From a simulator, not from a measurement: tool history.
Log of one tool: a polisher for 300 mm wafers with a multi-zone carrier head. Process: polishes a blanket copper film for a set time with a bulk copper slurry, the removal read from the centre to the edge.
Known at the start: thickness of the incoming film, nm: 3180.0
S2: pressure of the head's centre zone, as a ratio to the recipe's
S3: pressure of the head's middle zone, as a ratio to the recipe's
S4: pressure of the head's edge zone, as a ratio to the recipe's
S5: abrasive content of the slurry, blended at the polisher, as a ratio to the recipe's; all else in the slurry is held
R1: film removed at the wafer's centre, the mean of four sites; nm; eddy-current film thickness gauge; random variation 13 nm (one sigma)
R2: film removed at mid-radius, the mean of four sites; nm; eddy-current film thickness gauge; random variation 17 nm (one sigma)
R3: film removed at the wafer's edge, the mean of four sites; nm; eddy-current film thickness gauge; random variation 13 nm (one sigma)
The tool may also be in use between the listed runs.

{"run": 1, "day": 0.0, "flow of slurry (ml/min)": 315, "S2": 1, "S3": 1, "S4": 1, "S5": 1, "polishing time (s)": 77, "R1": 769.9, "R2": 787.04, "R3": 771.7}
{"run": 2, "day": 0.188, "flow of slurry (ml/min)": 395, "S2": 1, "S3": 1, "S4": 1, "S5": 1, "polishing time (s)": 77, "R1": 766.09, "R2": 830.23, "R3": 771.97}
{"run": 3, "day": 0.271, "flow of slurry (ml/min)": 440, "S2": 1, "S3": 1, "S4": 1, "S5": 1, "polishing time (s)": 77, "R1": 772.31, "R2": 832, "R3": 805.41}
{"run": 4, "day": 0.462, "flow of slurry (ml/min)": 440, "S2": 0.94, "S3": 1, "S4": 1, "S5": 1, "polishing time (s)": 77, "R1": 730.21, "R2": 840.57, "R3": 790.14}
{"run": 5, "day": 0.575, "flow of slurry (ml/min)": 410, "S2": 0.94, "S3": 1, "S4": 1, "S5": 1, "polishing time (s)": 77, "R1": 733.37, "R2": 828.84, "R3": 786.38}
{"run": 6, "day": 0.675, "flow of slurry (ml/min)": 410, "S2": 0.95, "S3": 1.02, "S4": 0.99, "S5": 1.05, "polishing time (s)": 78, "R1": 764.79, "R2": 860.21, "R3": 805.28}
{"run": 7, "day": 1.042, "flow of slurry (ml/min)": 415, "S2": 0.94, "S3": 1.04, "S4": 0.98, "S5": 1.1, "polishing time (s)": 79, "R1": 749.75, "R2": 883.71, "R3": 822.45}
{"run": 8, "day": 1.067, "flow of slurry (ml/min)": 420, "S2": 0.95, "S3": 1.06, "S4": 0.96, "S5": 1.1, "polishing time (s)": 81, "R1": 795.81, "R2": 934.89, "R3": 819.94}
{"run": 9, "day": 1.092, "flow of slurry (ml/min)": 425, "S2": 0.95, "S3": 1.07, "S4": 0.96, "S5": 1.15, "polishing time (s)": 82, "R1": 820.6, "R2": 979.05, "R3": 837.88}
{"run": 10, "day": 1.429, "flow of slurry (ml/min)": 425, "S2": 0.95, "S3": 1.08, "S4": 0.97, "S5": 1.2, "polishing time (s)": 82, "R1": 818.5, "R2": 965.83, "R3": 861.24}
{"run": 11, "day": 1.75, "flow of slurry (ml/min)": 425, "S2": 0.95, "S3": 1.09, "S4": 0.96, "S5": 1.2, "polishing time (s)": 83, "R1": 821.24, "R2": 1008.1, "R3": 859.49}
{"run": 12, "day": 1.946, "flow of slurry (ml/min)": 425, "S2": 0.96, "S3": 1.1, "S4": 0.96, "S5": 1.2, "polishing time (s)": 84, "R1": 826.9, "R2": 995.91, "R3": 858.27}
{"run": 13, "day": 2.108, "flow of slurry (ml/min)": 425, "S2": 0.96, "S3": 1.11, "S4": 0.95, "S5": 1.2, "polishing time (s)": 85, "R1": 845.77, "R2": 1037.5, "R3": 855.46}
{"run": 14, "day": 2.217, "flow of slurry (ml/min)": 425, "S2": 0.96, "S3": 1.12, "S4": 0.95, "S5": 1.2, "polishing time (s)": 86, "R1": 834.05, "R2": 1078.1, "R3": 875.99}

Run 15 comes next. What will it give?
{"run": 15, "day": 2.292, "flow of slurry (ml/min)": 425, "S2": 0.96, "S3": 1.12, "S4": 0.95, "S5": 1.2, "polishing time (s)": 87, "R1": "?", "R2": "?", "R3": "?"}

Run 15 gave R1 874.77 nm, R2 1023.3 nm, R3 887.57 nm.
